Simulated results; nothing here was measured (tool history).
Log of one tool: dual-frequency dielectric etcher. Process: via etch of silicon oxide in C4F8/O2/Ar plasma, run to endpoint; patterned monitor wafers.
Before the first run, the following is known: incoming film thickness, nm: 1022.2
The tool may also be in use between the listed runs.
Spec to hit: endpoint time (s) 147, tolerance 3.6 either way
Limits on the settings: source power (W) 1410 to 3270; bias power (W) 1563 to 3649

| run | day | source power (W) | bias power (W) | endpoint time (s) |
|---|---|---|---|---|
| 1 | 0 | 2340 | 2606 | 181.75 |
| 2 | 0.204 | 2460 | 2686 | 172.8 |
| 3 | 0.421 | 2460 | 2435 | 178.14 |
| 4 | 0.704 | 2560 | 2466 | 174.75 |
| 5 | 1.008 | 2560 | 2114 | 182.16 |
| 6 | 1.158 | 2660 | 2193 | 176.28 |
| 7 | 1.446 | 2740 | 2253 | 174.04 |
| 8 | 1.712 | 2810 | 2353 | 169.32 |
| 9 | 1.775 | 2870 | 2424 | 165.4 |

Which one of the following 5 next-run settings gets every result inside its allowed miss? There is exactly one.
| A | 1.838 | 2130 | 2010 | ? |
| B | 1.838 | 2400 | 2193 | ? |
| C | 1.838 | 3270 | 2876 | ? |
| D | 1.838 | 3270 | 2490 | ? |
| E | 1.838 | 2790 | 2978 | ? |

| move | endpoint time (s) |
|---|---|
| A | 204.08 |
| B | 187.25 |
| C | 148.97 |
| D | 155.33 |
| E | 158.94 |
A: the biggest miss grows against the last run
B: the biggest miss grows against the last run
C: every result lands within tolerance
D: closer than the last run, but not yet in spec
E: closer than the last run, but not yet in spec
Go with C: it meets all targets.
